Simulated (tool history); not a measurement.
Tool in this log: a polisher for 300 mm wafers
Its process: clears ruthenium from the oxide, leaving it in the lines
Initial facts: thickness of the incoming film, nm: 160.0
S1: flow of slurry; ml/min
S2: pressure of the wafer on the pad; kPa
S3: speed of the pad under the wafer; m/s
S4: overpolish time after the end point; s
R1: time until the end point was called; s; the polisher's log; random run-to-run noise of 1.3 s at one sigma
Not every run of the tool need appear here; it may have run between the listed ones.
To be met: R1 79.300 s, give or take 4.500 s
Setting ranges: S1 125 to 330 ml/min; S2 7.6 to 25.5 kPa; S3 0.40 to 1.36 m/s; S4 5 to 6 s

Run 1, hour 0.0: S1 210 ml/min, S2 16.5 kPa, S3 0.88 m/s, S4 6 s. Result: R1 118.850 s.
Run 2, hour 7.1: S1 210 ml/min, S2 16.5 kPa, S3 0.88 m/s, S4 5 s. Result: R1 123.980 s.
Run 3, hour 9.0: S1 210 ml/min, S2 17.9 kPa, S3 0.90 m/s, S4 5 s. Result: R1 109.840 s.
Run 4, hour 16.3: S1 210 ml/min, S2 17.9 kPa, S3 0.90 m/s, S4 6 s. Result: R1 106.070 s.
Run 5, hour 24.8: S1 250 ml/min, S2 17.9 kPa, S3 0.90 m/s, S4 6 s. Result: R1 104.030 s.
Run 6, hour 32.4: S1 250 ml/min, S2 17.9 kPa, S3 1.02 m/s, S4 6 s. Result: R1 92.592 s.
Run 7, hour 40.6: S1 250 ml/min, S2 18.6 kPa, S3 1.02 m/s, S4 6 s. Result: R1 89.928 s.
Run 8, hour 46.0: S1 250 ml/min, S2 19.3 kPa, S3 1.02 m/s, S4 6 s. Result: R1 86.782 s.

Which one of the following 4 next-run settings gets every result inside its allowed miss? There is exactly one.
Run A, hour 51.4: S1 245 ml/min, S2 16.5 kPa, S3 1.10 m/s, S4 5 s. Result: R1 ?.
Run B, hour 51.4: S1 320 ml/min, S2 20.0 kPa, S3 0.84 m/s, S4 5 s. Result: R1 ?.
Run C, hour 51.4: S1 330 ml/min, S2 23.4 kPa, S3 0.90 m/s, S4 5 s. Result: R1 ?.
Run D, hour 51.4: S1 220 ml/min, S2 18.6 kPa, S3 1.00 m/s, S4 5 s. Result: R1 ?.

move      R1
   A  94.667
   B  99.771
   C  79.682
   D  93.804
A: misses by more than the last run did
B: misses by more than the last run did
C: hits every target within its allowed miss
D: misses by more than the last run did
C meets every target.
